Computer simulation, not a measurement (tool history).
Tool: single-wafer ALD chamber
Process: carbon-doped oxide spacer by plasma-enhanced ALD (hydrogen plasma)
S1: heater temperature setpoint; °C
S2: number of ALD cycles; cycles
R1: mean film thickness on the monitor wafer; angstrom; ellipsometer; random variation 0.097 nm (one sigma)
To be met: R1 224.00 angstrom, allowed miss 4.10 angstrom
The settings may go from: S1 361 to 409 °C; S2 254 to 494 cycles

run 1 hour=0.0 | S1=385 S2=374 | R1=194.70
run 2 hour=7.3 | S1=385 S2=326 | R1=169.44
run 3 hour=13.7 | S1=385 S2=295 | R1=153.35
run 4 hour=18.7 | S1=390 S2=295 | R1=153.17
run 5 hour=21.4 | S1=390 S2=314 | R1=162.61
run 6 hour=23.7 | S1=390 S2=366 | R1=191.55
run 7 hour=28.4 | S1=390 S2=373 | R1=194.59
run 8 hour=31.6 | S1=390 S2=380 | R1=197.89

Which of these 5 next moves meets every target?
run A hour=34.8 | S1=392 S2=414 | R1=?
run B hour=34.8 | S1=376 S2=408 | R1=?
run C hour=34.8 | S1=384 S2=429 | R1=?
run D hour=34.8 | S1=394 S2=452 | R1=?
run E hour=34.8 | S1=395 S2=410 | R1=?

move=A R1=213.41
move=B R1=210.32
move=C R1=221.15
move=D R1=233.00
move=E R1=211.35
A: nearer than the last run, and not there yet
B: nearer than the last run, and not there yet
C: meets every target
D: takes the result that was furthest off past its target
E: nearer than the last run, and not there yet
Answer: C

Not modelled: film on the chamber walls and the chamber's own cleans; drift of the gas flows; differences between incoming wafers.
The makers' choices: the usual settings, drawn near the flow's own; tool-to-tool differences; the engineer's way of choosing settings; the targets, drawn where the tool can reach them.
